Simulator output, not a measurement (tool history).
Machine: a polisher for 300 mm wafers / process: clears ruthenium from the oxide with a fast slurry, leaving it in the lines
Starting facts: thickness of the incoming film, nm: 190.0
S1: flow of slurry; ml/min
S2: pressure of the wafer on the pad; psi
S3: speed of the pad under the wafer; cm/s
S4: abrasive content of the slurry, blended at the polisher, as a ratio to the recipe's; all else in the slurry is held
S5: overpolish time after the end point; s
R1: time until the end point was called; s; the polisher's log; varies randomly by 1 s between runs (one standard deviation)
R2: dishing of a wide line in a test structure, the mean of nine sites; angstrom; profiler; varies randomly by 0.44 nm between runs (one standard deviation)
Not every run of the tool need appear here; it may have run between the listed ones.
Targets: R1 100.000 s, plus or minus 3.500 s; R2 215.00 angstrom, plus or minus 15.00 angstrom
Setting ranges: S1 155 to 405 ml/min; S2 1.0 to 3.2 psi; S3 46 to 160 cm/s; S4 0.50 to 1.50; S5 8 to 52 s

Run 1, hour 0.0: S1 260 ml/min, S2 2.1 psi, S3 102 cm/s, S4 1.00, S5 26 s. Result: R1 69.134 s, R2 570.86 angstrom.
Run 2, hour 4.7: S1 260 ml/min, S2 2.1 psi, S3 84 cm/s, S4 1.00, S5 26 s. Result: R1 83.409 s, R2 476.83 angstrom.
Run 3, hour 8.9: S1 320 ml/min, S2 2.1 psi, S3 84 cm/s, S4 1.00, S5 26 s. Result: R1 81.358 s, R2 498.23 angstrom.
Run 4, hour 13.1: S1 280 ml/min, S2 2.1 psi, S3 84 cm/s, S4 1.00, S5 26 s. Result: R1 84.097 s, R2 487.22 angstrom.
Run 5, hour 18.7: S1 280 ml/min, S2 2.5 psi, S3 84 cm/s, S4 1.00, S5 26 s. Result: R1 68.968 s, R2 582.17 angstrom.
Run 6, hour 22.1: S1 275 ml/min, S2 2.4 psi, S3 84 cm/s, S4 1.00, S5 24 s. Result: R1 72.507 s, R2 495.96 angstrom.
Run 7, hour 24.1: S1 275 ml/min, S2 2.3 psi, S3 84 cm/s, S4 1.00, S5 22 s. Result: R1 75.851 s, R2 475.92 angstrom.
Run 8, hour 29.9: S1 260 ml/min, S2 2.2 psi, S3 84 cm/s, S4 1.00, S5 20 s. Result: R1 79.260 s, R2 411.65 angstrom.
Run 9, hour 35.1: S1 250 ml/min, S2 2.1 psi, S3 84 cm/s, S4 1.00, S5 18 s. Result: R1 83.431 s, R2 347.70 angstrom.
Run 10, hour 36.5: S1 240 ml/min, S2 1.6 psi, S3 84 cm/s, S4 1.00, S5 10 s. Result: R1 106.770 s, R2 158.27 angstrom.
Run 11, hour 41.9: S1 240 ml/min, S2 1.6 psi, S3 84 cm/s, S4 1.00, S5 11 s. Result: R1 110.680 s, R2 168.63 angstrom.
Run 12, hour 43.2: S1 245 ml/min, S2 1.9 psi, S3 84 cm/s, S4 1.00, S5 16 s. Result: R1 91.489 s, R2 276.13 angstrom.
Run 13, hour 46.0: S1 245 ml/min, S2 1.8 psi, S3 84 cm/s, S4 1.00, S5 14 s. Result: R1 97.003 s, R2 238.88 angstrom.

Exactly one of the 4 candidate moves below puts every result within its allowed miss. Which one?
Run A, hour 48.8: S1 240 ml/min, S2 2.4 psi, S3 68 cm/s, S4 1.00, S5 16 s. Result: R1 ?, R2 ?.
Run B, hour 48.8: S1 275 ml/min, S2 1.7 psi, S3 92 cm/s, S4 0.85, S5 16 s. Result: R1 ?, R2 ?.
Run C, hour 48.8: S1 240 ml/min, S2 1.8 psi, S3 82 cm/s, S4 1.00, S5 13 s. Result: R1 ?, R2 ?.
Run D, hour 48.8: S1 180 ml/min, S2 1.7 psi, S3 104 cm/s, S4 1.00, S5 11 s. Result: R1 ?, R2 ?.

move      R1      R2
   A  88.818  291.18
   B  98.920  262.98
   C  98.492  216.65
   D  86.677  208.65
A: the biggest miss grows against the last run
B: the biggest miss grows against the last run
C: hits every target within its allowed miss
D: corrects the largest miss of the last run, while another result sits out of spec
C meets every target.
